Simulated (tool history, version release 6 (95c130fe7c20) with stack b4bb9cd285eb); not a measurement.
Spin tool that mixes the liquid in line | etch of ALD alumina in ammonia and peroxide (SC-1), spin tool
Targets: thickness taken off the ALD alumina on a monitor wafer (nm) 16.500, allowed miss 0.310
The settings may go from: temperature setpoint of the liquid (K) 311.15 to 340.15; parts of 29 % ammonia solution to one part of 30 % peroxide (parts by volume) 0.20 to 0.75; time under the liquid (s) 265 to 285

run  hour  temperature setpoint of the liquid (K)  parts of 29 % ammonia solution to one part of 30 % peroxide (parts by volume)  time under the liquid (s)  thickness taken off the ALD alumina on a monitor wafer (nm)
  1   0.0                                  324.15                                                                           0.45                        265                                                       11.395
  2   7.5                                  324.15                                                                           0.45                        265                                                       11.467
  3   8.9                                  324.15                                                                           0.55                        265                                                       11.724
  4  15.5                                  324.15                                                                           0.55                        265                                                       11.706
  5  22.1                                  325.15                                                                           0.55                        265                                                       12.283
  6  30.8                                  325.15                                                                           0.55                        265                                                       12.445
  7  34.0                                  326.15                                                                           0.55                        265                                                       13.058
  8  38.6                                  327.15                                                                           0.55                        265                                                       13.787
  9  46.1                                  327.65                                                                           0.55                        265                                                       14.166
     51.3  -- thermometer replaced
 10  51.3                                  331.15                                                                           0.55                        265                                                       18.345

5 next moves are on the table. One of them brings every result within its allowed miss. Which?
  A  56.5                                  328.65                                                                           0.75                        265                                                            ?
  B  56.5                                  329.15                                                                           0.55                        275                                                            ?
  C  56.5                                  332.15                                                                           0.50                        270                                                            ?
  D  56.5                                  331.65                                                                           0.65                        270                                                            ?
  E  56.5                                  334.15                                                                           0.55                        270                                                            ?

move  thickness taken off the ALD alumina on a monitor wafer (nm)
   A                                                       16.592
   B                                                       17.168
   C                                                       19.537
   D                                                       19.516
   E                                                       21.845
A: meets every target
B: nearer than the last run, and not there yet
C: further off than the last run
D: further off than the last run
E: further off than the last run
Move A is the one to make.
